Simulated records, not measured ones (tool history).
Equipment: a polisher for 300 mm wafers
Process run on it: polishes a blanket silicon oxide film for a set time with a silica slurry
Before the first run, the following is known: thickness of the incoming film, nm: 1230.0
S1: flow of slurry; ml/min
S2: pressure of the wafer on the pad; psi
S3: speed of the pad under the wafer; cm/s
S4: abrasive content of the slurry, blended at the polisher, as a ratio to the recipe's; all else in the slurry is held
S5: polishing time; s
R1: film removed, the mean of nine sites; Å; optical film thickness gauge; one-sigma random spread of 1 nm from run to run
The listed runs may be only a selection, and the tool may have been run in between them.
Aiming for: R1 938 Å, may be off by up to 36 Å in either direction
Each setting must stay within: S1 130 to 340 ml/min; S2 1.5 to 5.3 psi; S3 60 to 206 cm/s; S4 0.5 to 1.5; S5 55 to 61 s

Run 1, hour 0: S1 220 ml/min, S2 3.4 psi, S3 132 cm/s, S4 1, S5 61 s. Result: R1 2075.7 Å.
Run 2, hour 8.1: S1 220 ml/min, S2 3.1 psi, S3 126 cm/s, S4 1, S5 61 s. Result: R1 1882 Å.
Run 3, hour 13.8: S1 220 ml/min, S2 2.8 psi, S3 118 cm/s, S4 1, S5 61 s. Result: R1 1609.7 Å.
Run 4, hour 20: S1 220 ml/min, S2 2.6 psi, S3 114 cm/s, S4 1, S5 61 s. Result: R1 1475.5 Å.
Run 5, hour 20.9: S1 220 ml/min, S2 2.4 psi, S3 110 cm/s, S4 1, S5 61 s. Result: R1 1379.1 Å.
Run 6, hour 22: S1 255 ml/min, S2 2.4 psi, S3 110 cm/s, S4 1, S5 61 s. Result: R1 1366.6 Å.
Run 7, hour 28.2: S1 255 ml/min, S2 2.3 psi, S3 106 cm/s, S4 1, S5 61 s. Result: R1 1277.8 Å.
Run 8, hour 31.9: S1 255 ml/min, S2 2.2 psi, S3 104 cm/s, S4 1, S5 61 s. Result: R1 1224.8 Å.
At hour 36.2: slurry nozzle cleaned.
Run 9, hour 36.2: S1 255 ml/min, S2 2.1 psi, S3 102 cm/s, S4 1, S5 61 s. Result: R1 1191.6 Å.
Run 10, hour 42.9: S1 255 ml/min, S2 2 psi, S3 100 cm/s, S4 1, S5 61 s. Result: R1 1156.4 Å.

5 next moves are on the table. One of them brings every result within its allowed miss. Which?
Run A, hour 49.6: S1 250 ml/min, S2 2.3 psi, S3 124 cm/s, S4 1.1, S5 61 s. Result: R1 ?.
Run B, hour 49.6: S1 220 ml/min, S2 2.2 psi, S3 116 cm/s, S4 1.1, S5 60 s. Result: R1 ?.
Run C, hour 49.6: S1 145 ml/min, S2 2.3 psi, S3 114 cm/s, S4 0.75, S5 55 s. Result: R1 ?.
Run D, hour 49.6: S1 260 ml/min, S2 1.6 psi, S3 124 cm/s, S4 0.85, S5 55 s. Result: R1 ?.
Run E, hour 49.6: S1 230 ml/min, S2 2.4 psi, S3 126 cm/s, S4 0.95, S5 61 s. Result: R1 ?.

move      R1
   A  1521.8
   B  1370.2
   C  926.72
   D  810.82
   E  1441.2
A: moves away from the targets compared with the last run
B: moves away from the targets compared with the last run
C: each result inside its tolerance
D: moves the result that the last run missed by most past its target, out the other side
E: moves away from the targets compared with the last run
C is the move that brings every result within its allowed miss.
